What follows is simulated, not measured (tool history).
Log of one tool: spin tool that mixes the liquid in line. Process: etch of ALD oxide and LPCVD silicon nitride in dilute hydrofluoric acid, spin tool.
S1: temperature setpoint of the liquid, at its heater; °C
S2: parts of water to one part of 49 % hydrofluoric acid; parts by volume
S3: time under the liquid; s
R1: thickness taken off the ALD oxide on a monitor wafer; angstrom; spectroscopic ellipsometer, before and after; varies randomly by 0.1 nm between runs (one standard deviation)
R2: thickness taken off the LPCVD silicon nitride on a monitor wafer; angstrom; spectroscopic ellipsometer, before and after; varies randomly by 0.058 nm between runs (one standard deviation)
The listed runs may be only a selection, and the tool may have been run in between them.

run  hour    S1   S2   S3      R1      R2
  1   0.0  23.0  205  140  72.902  2.8208
  2   1.3  24.5  200  140  82.332  3.2261
  3   7.4  24.5  200  115  66.044  2.4805
  4  15.6  24.5  200  145  83.268  3.6987
  5  17.6  24.5  245  145  65.406  3.0431
  6  19.7  24.5  245   85  37.403  1.8770
  7  22.8  26.0  220   85  46.495  1.9805
  8  25.5  27.0  200   85  54.130  2.8489
  9  30.2  27.5  175   85  63.741  3.3796
 10  36.6  27.5  155   85  73.858  2.7671
 11  43.4  28.0  145   85  82.104  3.6239
 12  48.0  28.5  140   85  86.532  3.6354
 13  56.5  29.0  135   85  93.286  3.5158

Expected results for the next run?
 14  64.2  29.5  135  85   ?   ?

For run 14 the tool returned R1 94.266 angstrom, R2 4.3236 angstrom.
